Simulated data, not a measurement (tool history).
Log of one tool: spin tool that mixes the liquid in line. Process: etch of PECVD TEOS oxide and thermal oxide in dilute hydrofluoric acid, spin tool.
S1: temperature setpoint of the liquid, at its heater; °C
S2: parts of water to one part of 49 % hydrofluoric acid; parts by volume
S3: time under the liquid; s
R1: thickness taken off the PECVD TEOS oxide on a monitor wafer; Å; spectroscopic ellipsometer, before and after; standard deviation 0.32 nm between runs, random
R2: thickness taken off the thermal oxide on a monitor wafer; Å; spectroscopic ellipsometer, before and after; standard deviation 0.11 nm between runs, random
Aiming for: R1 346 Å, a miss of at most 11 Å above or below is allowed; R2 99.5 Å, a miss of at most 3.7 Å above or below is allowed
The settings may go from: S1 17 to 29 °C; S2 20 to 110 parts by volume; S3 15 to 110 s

{"run": 1, "hour": 0.0, "S1": 21, "S2": 60, "S3": 55, "R1": 138.43, "R2": 40.415}
{"run": 2, "hour": 7.7, "S1": 21, "S2": 60, "S3": 70, "R1": 177.16, "R2": 52.144}
{"run": 3, "hour": 13.3, "S1": 22.5, "S2": 60, "S3": 70, "R1": 189.51, "R2": 54.87}
{"run": 4, "hour": 16.5, "S1": 23.5, "S2": 55, "S3": 70, "R1": 214.86, "R2": 61.539}
{"run": 5, "hour": 24.6, "S1": 24, "S2": 50, "S3": 70, "R1": 249.3, "R2": 69.22}
{"run": 6, "hour": 31.4, "S1": 24, "S2": 40, "S3": 75, "R1": 339.37, "R2": 95.446}
{"run": 7, "hour": 39.1, "S1": 23.5, "S2": 40, "S3": 75, "R1": 324.81, "R2": 93.089}
{"run": 8, "hour": 46.6, "S1": 23.5, "S2": 35, "S3": 75, "R1": 377.93, "R2": 107.36}
{"run": 9, "hour": 51.9, "S1": 23, "S2": 35, "S3": 75, "R1": 365.35, "R2": 106.64}
{"run": 10, "hour": 55.6, "S1": 23.5, "S2": 35, "S3": 75, "R1": 366.74, "R2": 107.43}
{"run": 11, "hour": 64.2, "S1": 24, "S2": 40, "S3": 75, "R1": 331.16, "R2": 96.463}

Exactly one of the 4 candidate moves below puts every result within its allowed miss. Which one?
{"run": "A", "hour": 72.8, "S1": 23.5, "S2": 40, "S3": 80, "R1": "?", "R2": "?"}
{"run": "B", "hour": 72.8, "S1": 27, "S2": 40, "S3": 65, "R1": "?", "R2": "?"}
{"run": "C", "hour": 72.8, "S1": 17, "S2": 45, "S3": 110, "R1": "?", "R2": "?"}
{"run": "D", "hour": 72.8, "S1": 29, "S2": 50, "S3": 75, "R1": "?", "R2": "?"}

move=A R1=343.36 R2=99.091
move=B R1=322.13 R2=92.966
move=C R1=316.18 R2=91.247
move=D R1=317.44 R2=91.611
A: each result inside its tolerance
B: the biggest miss grows against the last run
C: the biggest miss grows against the last run
D: the biggest miss grows against the last run
The right move is A.
